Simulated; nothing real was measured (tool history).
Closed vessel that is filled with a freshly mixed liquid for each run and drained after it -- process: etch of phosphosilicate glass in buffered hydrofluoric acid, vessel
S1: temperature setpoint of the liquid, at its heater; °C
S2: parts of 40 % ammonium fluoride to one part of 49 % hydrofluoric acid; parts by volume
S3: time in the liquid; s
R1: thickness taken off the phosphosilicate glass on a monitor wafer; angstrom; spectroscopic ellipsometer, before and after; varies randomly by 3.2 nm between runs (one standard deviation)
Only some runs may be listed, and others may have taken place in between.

Run 1, hour 0.0: S1 22.0 °C, S2 15.0 parts by volume, S3 105 s. Result: R1 6073.1 angstrom.
Run 2, hour 7.9: S1 25.0 °C, S2 15.0 parts by volume, S3 105 s. Result: R1 7180.7 angstrom.
Run 3, hour 11.7: S1 23.5 °C, S2 16.0 parts by volume, S3 105 s. Result: R1 6200.7 angstrom.
Run 4, hour 15.5: S1 23.5 °C, S2 16.0 parts by volume, S3 105 s. Result: R1 6205.2 angstrom.
Run 5, hour 17.0: S1 22.5 °C, S2 16.5 parts by volume, S3 105 s. Result: R1 5650.4 angstrom.
Run 6, hour 19.5: S1 21.5 °C, S2 17.0 parts by volume, S3 105 s. Result: R1 5308.7 angstrom.
Run 7, hour 23.7: S1 20.5 °C, S2 17.5 parts by volume, S3 105 s. Result: R1 4839.7 angstrom.
Run 8, hour 26.0: S1 20.0 °C, S2 18.0 parts by volume, S3 105 s. Result: R1 4566.3 angstrom.

The next listed run, before its measurement:
Run 9, hour 28.5: S1 19.5 °C, S2 18.5 parts by volume, S3 105 s. Result: R1 ?.

{"run 9": {"R1": 4380.6}}

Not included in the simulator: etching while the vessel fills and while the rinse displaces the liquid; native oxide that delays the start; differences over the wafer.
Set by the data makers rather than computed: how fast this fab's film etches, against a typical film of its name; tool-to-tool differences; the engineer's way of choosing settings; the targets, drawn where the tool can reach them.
